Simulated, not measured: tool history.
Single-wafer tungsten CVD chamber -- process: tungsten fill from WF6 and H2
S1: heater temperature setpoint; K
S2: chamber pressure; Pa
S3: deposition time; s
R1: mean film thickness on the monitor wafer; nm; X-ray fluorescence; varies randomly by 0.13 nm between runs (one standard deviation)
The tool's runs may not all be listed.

{"run": 1, "hour": 0.0, "S1": 643.15, "S2": 6346, "S3": 13.2, "R1": 27.195}
{"run": 2, "hour": 2.6, "S1": 643.15, "S2": 6346, "S3": 13.2, "R1": 27.157}
{"run": 3, "hour": 5.6, "S1": 642.15, "S2": 6346, "S3": 13.2, "R1": 26.556}
{"run": 4, "hour": 13.5, "S1": 641.15, "S2": 6346, "S3": 13.2, "R1": 25.86}
{"run": 5, "hour": 17.2, "S1": 641.15, "S2": 7106, "S3": 13.2, "R1": 27.385}
{"run": 6, "hour": 21.6, "S1": 640.15, "S2": 7106, "S3": 13.2, "R1": 26.546}
{"run": 7, "hour": 29.4, "S1": 639.15, "S2": 7106, "S3": 13.2, "R1": 25.753}

For run 8, what comes out?
{"run": 8, "hour": 32.1, "S1": 637.15, "S2": 7093, "S3": 13.2, "R1": "?"}

{"run 8": {"R1": 24.695}}
